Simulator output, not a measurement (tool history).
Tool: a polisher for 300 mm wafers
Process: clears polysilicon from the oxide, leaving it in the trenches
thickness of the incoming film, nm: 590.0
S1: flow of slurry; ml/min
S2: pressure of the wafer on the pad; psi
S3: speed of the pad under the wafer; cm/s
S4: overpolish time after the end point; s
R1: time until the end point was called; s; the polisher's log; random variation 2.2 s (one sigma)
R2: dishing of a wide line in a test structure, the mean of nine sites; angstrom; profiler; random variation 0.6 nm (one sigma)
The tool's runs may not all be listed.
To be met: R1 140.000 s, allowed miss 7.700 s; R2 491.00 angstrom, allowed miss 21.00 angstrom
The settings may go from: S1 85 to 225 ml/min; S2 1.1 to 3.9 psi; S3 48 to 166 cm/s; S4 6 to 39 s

{"run": 1, "hour": 0.0, "S1": 145, "S2": 2.5, "S3": 106, "S4": 20, "R1": 48.27, "R2": 661.81}
{"run": 2, "hour": 8.9, "S1": 140, "S2": 2.1, "S3": 90, "S4": 16, "R1": 65.919, "R2": 583.39}
{"run": 3, "hour": 14.1, "S1": 140, "S2": 2.1, "S3": 116, "S4": 16, "R1": 52.437, "R2": 622.42}
{"run": 4, "hour": 18.8, "S1": 140, "S2": 2.1, "S3": 116, "S4": 11, "R1": 53.96, "R2": 542.86}
{"run": 5, "hour": 23.2, "S1": 140, "S2": 2.1, "S3": 116, "S4": 7, "R1": 53.878, "R2": 442.36}
{"run": 6, "hour": 27.6, "S1": 135, "S2": 1.8, "S3": 96, "S4": 9, "R1": 71.465, "R2": 438.05}
{"run": 7, "hour": 34.8, "S1": 130, "S2": 1.6, "S3": 80, "S4": 13, "R1": 96.217, "R2": 446.78}
{"run": 8, "hour": 43.4, "S1": 125, "S2": 1.4, "S3": 78, "S4": 16, "R1": 111.13, "R2": 468.72}
{"run": 9, "hour": 49.4, "S1": 120, "S2": 1.3, "S3": 78, "S4": 18, "R1": 122.69, "R2": 476.0}
{"run": 10, "hour": 57.6, "S1": 115, "S2": 1.3, "S3": 78, "S4": 19, "R1": 119.47, "R2": 483.55}

4 next moves are on the table. One of them brings every result within its allowed miss. Which?
{"run": "A", "hour": 65.8, "S1": 175, "S2": 1.1, "S3": 88, "S4": 20, "R1": "?", "R2": "?"}
{"run": "B", "hour": 65.8, "S1": 155, "S2": 1.1, "S3": 78, "S4": 18, "R1": "?", "R2": "?"}
{"run": "C", "hour": 65.8, "S1": 105, "S2": 1.3, "S3": 68, "S4": 22, "R1": "?", "R2": "?"}
{"run": "D", "hour": 65.8, "S1": 105, "S2": 1.1, "S3": 70, "S4": 22, "R1": "?", "R2": "?"}

move=A R1=127.190 R2=496.64
move=B R1=143.200 R2=440.97
move=C R1=143.780 R2=489.98
move=D R1=164.080 R2=457.20
A: nearer than the last run, and not there yet
B: brings the result that was furthest off to its target, and leaves another outside
C: meets every target
D: takes the result that was furthest off past its target
Move C is the one to make.

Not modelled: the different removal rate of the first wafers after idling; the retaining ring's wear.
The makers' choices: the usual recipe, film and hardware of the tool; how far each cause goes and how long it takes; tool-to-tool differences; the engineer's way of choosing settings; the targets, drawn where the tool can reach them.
